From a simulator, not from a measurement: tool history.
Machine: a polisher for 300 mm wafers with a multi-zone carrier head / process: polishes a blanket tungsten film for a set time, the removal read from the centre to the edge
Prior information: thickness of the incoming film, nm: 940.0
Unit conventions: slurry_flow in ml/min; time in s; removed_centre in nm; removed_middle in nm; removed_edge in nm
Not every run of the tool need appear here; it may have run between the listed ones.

run 1 hour=0 | slurry_flow=120 centre_zone=1 middle_zone=1 edge_zone=1 slurry_solids=1 time=50 | removed_centre=374.83 removed_middle=387.06 removed_edge=385
run 2 hour=7.1 | slurry_flow=120 centre_zone=1.06 middle_zone=1 edge_zone=1 slurry_solids=1 time=50 | removed_centre=393.54 removed_middle=382.59 removed_edge=391.39
run 3 hour=10.9 | slurry_flow=120 centre_zone=1.06 middle_zone=1 edge_zone=1 slurry_solids=0.9 time=50 | removed_centre=386.77 removed_middle=375.04 removed_edge=373.54
run 4 hour=12.2 | slurry_flow=120 centre_zone=1.06 middle_zone=1 edge_zone=1 slurry_solids=0.95 time=50 | removed_centre=389.45 removed_middle=378.69 removed_edge=383.08
run 5 hour=13.3 | slurry_flow=120 centre_zone=1 middle_zone=1 edge_zone=1 slurry_solids=0.95 time=50 | removed_centre=377.4 removed_middle=381.7 removed_edge=386.86
run 6 hour=16.2 | slurry_flow=120 centre_zone=1 middle_zone=1.08 edge_zone=1 slurry_solids=0.95 time=50 | removed_centre=372.68 removed_middle=406.88 removed_edge=377.96
run 7 hour=21.1 | slurry_flow=110 centre_zone=1.02 middle_zone=1.05 edge_zone=1.02 slurry_solids=0.95 time=50 | removed_centre=377.29 removed_middle=386.23 removed_edge=382.75
run 8 hour=26.5 | slurry_flow=100 centre_zone=1.02 middle_zone=1.03 edge_zone=1.03 slurry_solids=0.95 time=50 | removed_centre=366.99 removed_middle=374.87 removed_edge=372.86
run 9 hour=35.4 | slurry_flow=95 centre_zone=1.02 middle_zone=1.01 edge_zone=1.05 slurry_solids=0.95 time=50 | removed_centre=361.65 removed_middle=361.63 removed_edge=385.93
run 10 hour=44.4 | slurry_flow=90 centre_zone=1.03 middle_zone=1 edge_zone=1.05 slurry_solids=0.95 time=50 | removed_centre=353.31 removed_middle=358.27 removed_edge=373.3

The next listed run, before its measurement:
run 11 hour=47 | slurry_flow=90 centre_zone=1.04 middle_zone=0.99 edge_zone=1.06 slurry_solids=0.95 time=50 | removed_centre=? removed_middle=? removed_edge=?

removed_centre: 360.67 nm
removed_middle: 354.54 nm
removed_edge: 378.94 nm
